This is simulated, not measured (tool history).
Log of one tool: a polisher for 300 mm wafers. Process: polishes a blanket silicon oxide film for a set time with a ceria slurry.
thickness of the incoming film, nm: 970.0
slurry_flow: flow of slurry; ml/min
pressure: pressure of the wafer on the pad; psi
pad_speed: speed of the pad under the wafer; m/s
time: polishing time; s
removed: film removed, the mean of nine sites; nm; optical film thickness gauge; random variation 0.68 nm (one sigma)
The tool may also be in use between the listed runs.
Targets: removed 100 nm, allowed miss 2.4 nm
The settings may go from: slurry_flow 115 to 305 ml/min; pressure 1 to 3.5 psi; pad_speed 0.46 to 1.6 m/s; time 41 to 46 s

| run | hour | slurry_flow | pressure | pad_speed | time | removed |
|---|---|---|---|---|---|---|
| 1 | 0 | 195 | 2.2 | 1.02 | 46 | 126.24 |
| 2 | 6.2 | 185 | 2.1 | 1.02 | 46 | 123.45 |
| 3 | 13.9 | 185 | 2.1 | 1.12 | 46 | 135.63 |
| 4 | 14.6 | 185 | 2.1 | 1.22 | 46 | 148.16 |
| 5 | 17.8 | 185 | 1.8 | 1.22 | 46 | 135.35 |
| 6 | 19.5 | 185 | 2.1 | 1.22 | 46 | 147.7 |
| 7 | 27.4 | 155 | 1.5 | 1.2 | 46 | 116.59 |
| 8 | 33.4 | 155 | 1.4 | 1.2 | 46 | 112.15 |
| 9 | 38.3 | 155 | 1.3 | 1.2 | 46 | 108.04 |

5 next moves are on the table. One of them brings every result within its allowed miss. Which?
| A | 43.2 | 150 | 1.3 | 1.3 | 46 | ? |
| B | 43.2 | 130 | 1 | 1.44 | 46 | ? |
| C | 43.2 | 170 | 1.4 | 1.24 | 45 | ? |
| D | 43.2 | 155 | 1.4 | 1.3 | 43 | ? |
| E | 43.2 | 170 | 1.7 | 0.96 | 45 | ? |

| move | removed |
|---|---|
| A | 117.91 |
| B | 113.13 |
| C | 116.09 |
| D | 114.95 |
| E | 100.69 |
A: further off than the last run
B: further off than the last run
C: further off than the last run
D: further off than the last run
E: meets every target
The right move is E.
